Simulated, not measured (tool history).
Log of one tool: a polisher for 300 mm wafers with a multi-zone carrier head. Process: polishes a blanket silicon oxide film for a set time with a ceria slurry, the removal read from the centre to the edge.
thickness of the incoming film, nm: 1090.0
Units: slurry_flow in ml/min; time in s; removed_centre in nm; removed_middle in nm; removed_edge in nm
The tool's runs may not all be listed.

| run | hour | slurry_flow | centre_zone | middle_zone | edge_zone | time | removed_centre | removed_middle | removed_edge |
|---|---|---|---|---|---|---|---|---|---|
| 1 | 0.0 | 310 | 1.00 | 1.00 | 1.00 | 70 | 170.94 | 176.07 | 173.47 |
| 2 | 4.7 | 310 | 1.00 | 1.00 | 1.04 | 70 | 172.87 | 177.96 | 178.04 |
| 3 | 8.0 | 300 | 0.95 | 0.97 | 1.02 | 67 | 155.91 | 163.66 | 172.94 |
| 4 | 14.2 | 300 | 0.92 | 0.96 | 0.99 | 64 | 145.27 | 154.88 | 157.14 |
| 5 | 17.6 | 300 | 0.92 | 0.96 | 1.07 | 64 | 144.01 | 153.48 | 159.92 |
| 6 | 25.1 | 300 | 0.92 | 0.96 | 1.07 | 79 | 176.71 | 191.86 | 202.56 |
| 7 | 25.7 | 295 | 0.89 | 0.95 | 1.07 | 74 | 161.54 | 176.50 | 189.13 |
| 8 | 26.7 | 290 | 0.87 | 0.94 | 1.07 | 70 | 148.08 | 165.53 | 179.46 |
| 9 | 32.3 | 295 | 0.86 | 0.94 | 1.07 | 67 | 142.23 | 158.12 | 169.37 |
| 10 | 33.4 | 290 | 0.85 | 0.94 | 1.07 | 65 | 132.93 | 153.88 | 164.51 |
| 11 | 42.0 | 295 | 0.84 | 0.93 | 1.06 | 63 | 130.42 | 146.68 | 163.92 |
| 12 | 46.0 | 285 | 0.84 | 0.93 | 1.06 | 62 | 130.29 | 146.56 | 157.51 |
| 13 | 50.8 | 280 | 0.81 | 0.91 | 1.06 | 58 | 114.37 | 133.20 | 146.69 |

The next listed run, before its measurement:
| 14 | 59.8 | 290 | 0.82 | 0.92 | 1.06 | 58 | ? | ? | ? |

{"run 14": {"removed_centre": 115.88, "removed_middle": 136.11, "removed_edge": 147.19}}
